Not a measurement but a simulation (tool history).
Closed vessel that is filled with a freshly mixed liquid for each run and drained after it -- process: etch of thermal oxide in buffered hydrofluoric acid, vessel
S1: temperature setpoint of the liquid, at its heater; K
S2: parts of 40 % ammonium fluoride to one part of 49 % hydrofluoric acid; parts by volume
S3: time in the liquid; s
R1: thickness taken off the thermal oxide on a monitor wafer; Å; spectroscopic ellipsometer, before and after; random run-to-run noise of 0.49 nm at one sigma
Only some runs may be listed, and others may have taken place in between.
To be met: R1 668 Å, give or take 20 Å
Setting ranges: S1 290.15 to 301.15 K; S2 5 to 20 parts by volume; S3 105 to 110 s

run 1 hour=0 | S1=293.15 S2=12 S3=105 | R1=920.43
run 2 hour=7.1 | S1=293.15 S2=13.5 S3=105 | R1=816.66
run 3 hour=13.9 | S1=293.15 S2=13.5 S3=110 | R1=853.5
run 4 hour=22.2 | S1=293.15 S2=13.5 S3=105 | R1=813.95
run 5 hour=23.1 | S1=293.15 S2=13.5 S3=110 | R1=839.84
run 6 hour=30.2 | S1=293.15 S2=11 S3=110 | R1=1034.3
run 7 hour=32.1 | S1=292.15 S2=12 S3=110 | R1=910.44
run 8 hour=37.8 | S1=291.65 S2=12.5 S3=110 | R1=851.55
run 9 hour=43.3 | S1=290.15 S2=15 S3=110 | R1=644.75

Which of these 5 next moves meets every target?
run A hour=48.8 | S1=291.15 S2=15.5 S3=110 | R1=?
run B hour=48.8 | S1=291.65 S2=16 S3=105 | R1=?
run C hour=48.8 | S1=290.15 S2=16 S3=110 | R1=?
run D hour=48.8 | S1=290.15 S2=15 S3=105 | R1=?
run E hour=48.8 | S1=290.65 S2=16 S3=110 | R1=?

move=A R1=656.55
move=B R1=624.88
move=C R1=601.06
move=D R1=611.4
move=E R1=618.47
A: hits every target within its allowed miss
B: moves away from the targets compared with the last run
C: moves away from the targets compared with the last run
D: moves away from the targets compared with the last run
E: moves away from the targets compared with the last run
The right move is A.
